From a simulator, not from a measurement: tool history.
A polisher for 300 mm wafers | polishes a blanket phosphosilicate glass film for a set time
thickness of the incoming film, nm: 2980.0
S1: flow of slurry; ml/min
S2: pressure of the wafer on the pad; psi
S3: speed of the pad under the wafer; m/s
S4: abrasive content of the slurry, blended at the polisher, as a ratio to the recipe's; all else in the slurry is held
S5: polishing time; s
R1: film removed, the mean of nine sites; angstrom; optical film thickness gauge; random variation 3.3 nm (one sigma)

run    day   S1   S2    S3   S4  S5      R1
  1  0.000  250  4.2  0.98  1.0  46  4786.5
  2  0.142  250  3.7  0.96  1.0  46  4193.7
  3  0.233  250  3.3  0.94  1.0  46  3717.7
  4  0.592  250  3.3  0.94  1.0  46  3669.6
  5  0.612  250  3.0  0.94  1.0  46  3275.7
  6  0.983  250  2.8  0.94  1.0  46  3147.3
  7  1.150  250  2.6  0.94  1.0  46  2974.6
  8  1.525  250  2.6  0.94  1.0  46  2913.5
  9  1.679  250  2.5  0.94  1.0  46  2859.2

The next listed run, before its measurement:
 10  1.971  250  2.4  0.94  1.0  46   ?

R1: 2770.9 angstrom

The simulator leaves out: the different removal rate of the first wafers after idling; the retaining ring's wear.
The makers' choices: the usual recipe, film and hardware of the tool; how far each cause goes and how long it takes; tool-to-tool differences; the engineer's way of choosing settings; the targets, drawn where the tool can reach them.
